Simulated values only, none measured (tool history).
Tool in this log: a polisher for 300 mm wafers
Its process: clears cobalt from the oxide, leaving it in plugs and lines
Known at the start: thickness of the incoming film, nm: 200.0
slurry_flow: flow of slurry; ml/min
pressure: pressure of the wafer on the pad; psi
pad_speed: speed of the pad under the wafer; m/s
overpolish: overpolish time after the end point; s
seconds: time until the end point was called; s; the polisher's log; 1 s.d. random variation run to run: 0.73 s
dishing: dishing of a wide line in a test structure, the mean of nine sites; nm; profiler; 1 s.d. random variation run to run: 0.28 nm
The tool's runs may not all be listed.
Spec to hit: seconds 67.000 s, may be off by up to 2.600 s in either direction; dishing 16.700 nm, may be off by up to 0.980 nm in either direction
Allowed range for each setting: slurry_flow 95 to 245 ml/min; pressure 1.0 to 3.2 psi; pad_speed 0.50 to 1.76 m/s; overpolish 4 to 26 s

{"run": 1, "day": 0.0, "slurry_flow": 155, "pressure": 2.1, "pad_speed": 1.12, "overpolish": 13, "seconds": 33.976, "dishing": 18.63}
{"run": 2, "day": 0.188, "slurry_flow": 155, "pressure": 2.1, "pad_speed": 0.98, "overpolish": 13, "seconds": 38.589, "dishing": 18.714}
{"run": 3, "day": 0.5, "slurry_flow": 120, "pressure": 2.1, "pad_speed": 0.98, "overpolish": 13, "seconds": 40.376, "dishing": 17.962}
{"run": 4, "day": 0.529, "slurry_flow": 120, "pressure": 2.1, "pad_speed": 0.98, "overpolish": 11, "seconds": 40.792, "dishing": 18.192}
{"run": 5, "day": 0.683, "slurry_flow": 110, "pressure": 1.8, "pad_speed": 0.98, "overpolish": 10, "seconds": 48.691, "dishing": 16.015}
{"run": 6, "day": 0.838, "slurry_flow": 95, "pressure": 1.8, "pad_speed": 0.98, "overpolish": 10, "seconds": 51.16, "dishing": 16.211}
{"run": 7, "day": 1.088, "slurry_flow": 100, "pressure": 1.7, "pad_speed": 0.96, "overpolish": 13, "seconds": 53.947, "dishing": 17.187}
{"run": 8, "day": 1.408, "slurry_flow": 100, "pressure": 1.6, "pad_speed": 0.96, "overpolish": 13, "seconds": 57.153, "dishing": 16.695}
{"run": 9, "day": 1.754, "slurry_flow": 100, "pressure": 1.5, "pad_speed": 0.96, "overpolish": 14, "seconds": 60.869, "dishing": 17.426}

Next run, 4 choices. One meets every target within its allowed miss, the rest don't. Which?
{"run": "A", "day": 2.1, "slurry_flow": 95, "pressure": 1.5, "pad_speed": 1.0, "overpolish": 8, "seconds": "?", "dishing": "?"}
{"run": "B", "day": 2.1, "slurry_flow": 125, "pressure": 1.7, "pad_speed": 0.72, "overpolish": 14, "seconds": "?", "dishing": "?"}
{"run": "C", "day": 2.1, "slurry_flow": 110, "pressure": 1.4, "pad_speed": 0.98, "overpolish": 14, "seconds": "?", "dishing": "?"}
{"run": "D", "day": 2.1, "slurry_flow": 100, "pressure": 1.5, "pad_speed": 1.14, "overpolish": 9, "seconds": "?", "dishing": "?"}

move=A seconds=58.753 dishing=13.385
move=B seconds=66.230 dishing=16.012
move=C seconds=61.288 dishing=16.353
move=D seconds=50.929 dishing=14.976
A: further off than the last run
B: in spec on every target
C: gains on the last run, yet a result remains outside its allowed miss
D: further off than the last run
B meets every target.

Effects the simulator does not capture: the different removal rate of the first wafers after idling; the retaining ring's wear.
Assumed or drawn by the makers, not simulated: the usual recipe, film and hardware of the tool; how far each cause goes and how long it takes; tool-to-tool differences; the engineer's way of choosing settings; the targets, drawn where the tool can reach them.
